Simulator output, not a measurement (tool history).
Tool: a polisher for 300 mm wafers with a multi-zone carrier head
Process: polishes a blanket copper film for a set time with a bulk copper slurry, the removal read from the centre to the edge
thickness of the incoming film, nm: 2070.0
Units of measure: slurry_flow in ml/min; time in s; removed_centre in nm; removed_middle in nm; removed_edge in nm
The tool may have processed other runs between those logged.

Run 1, day 0: slurry_flow 300 ml/min, centre_zone 1, middle_zone 1, edge_zone 1, slurry_solids 1, time 38 s. Result: removed_centre 252.29 nm, removed_middle 239.99 nm, removed_edge 239.77 nm.
Run 2, day 0.171: slurry_flow 300 ml/min, centre_zone 1.01, middle_zone 1, edge_zone 0.98, slurry_solids 0.95, time 36 s. Result: removed_centre 239.69 nm, removed_middle 226.28 nm, removed_edge 225.21 nm.
Run 3, day 0.221: slurry_flow 305 ml/min, centre_zone 1.02, middle_zone 1.01, edge_zone 0.96, slurry_solids 0.9, time 34 s. Result: removed_centre 228.27 nm, removed_middle 210.21 nm, removed_edge 208.61 nm.
Run 4, day 0.571: slurry_flow 250 ml/min, centre_zone 1.02, middle_zone 1.01, edge_zone 0.96, slurry_solids 0.9, time 34 s. Result: removed_centre 224.47 nm, removed_middle 207.65 nm, removed_edge 202.05 nm.
Run 5, day 0.708: slurry_flow 185 ml/min, centre_zone 1.02, middle_zone 1.01, edge_zone 0.96, slurry_solids 0.9, time 34 s. Result: removed_centre 206.08 nm, removed_middle 198.55 nm, removed_edge 190.25 nm.
Run 6, day 1.046: slurry_flow 185 ml/min, centre_zone 1.02, middle_zone 1.01, edge_zone 0.94, slurry_solids 0.85, time 33 s. Result: removed_centre 204.15 nm, removed_middle 189.45 nm, removed_edge 184.01 nm.
Run 7, day 1.367: slurry_flow 185 ml/min, centre_zone 1.02, middle_zone 1.02, edge_zone 0.93, slurry_solids 0.8, time 32 s. Result: removed_centre 191.43 nm, removed_middle 183.08 nm, removed_edge 173.34 nm.
Run 8, day 1.538: slurry_flow 185 ml/min, centre_zone 1.02, middle_zone 1.02, edge_zone 0.92, slurry_solids 0.75, time 32 s. Result: removed_centre 193.02 nm, removed_middle 179.78 nm, removed_edge 172.26 nm.
Run 9, day 1.588: slurry_flow 185 ml/min, centre_zone 1.02, middle_zone 1.03, edge_zone 0.91, slurry_solids 0.7, time 32 s. Result: removed_centre 187.58 nm, removed_middle 179.46 nm, removed_edge 165.81 nm.
At day 1.792: centre zone pressure recalibrated.
Run 10, day 1.792: slurry_flow 185 ml/min, centre_zone 1.02, middle_zone 1.03, edge_zone 0.9, slurry_solids 0.65, time 32 s. Result: removed_centre 170.71 nm, removed_middle 177.33 nm, removed_edge 167.16 nm.
Run 11, day 2.054: slurry_flow 215 ml/min, centre_zone 1.12, middle_zone 1.04, edge_zone 0.86, slurry_solids 0.7, time 26 s. Result: removed_centre 164.9 nm, removed_middle 150.28 nm, removed_edge 139.23 nm.

What does the tool deliver on the next run?
Run 12, day 2.396: slurry_flow 225 ml/min, centre_zone 1.12, middle_zone 1.04, edge_zone 0.86, slurry_solids 0.7, time 26 s. Result: removed_centre ?, removed_middle ?, removed_edge ?.

{"run 12": {"removed_centre": 162.73, "removed_middle": 150.59, "removed_edge": 138.88}}

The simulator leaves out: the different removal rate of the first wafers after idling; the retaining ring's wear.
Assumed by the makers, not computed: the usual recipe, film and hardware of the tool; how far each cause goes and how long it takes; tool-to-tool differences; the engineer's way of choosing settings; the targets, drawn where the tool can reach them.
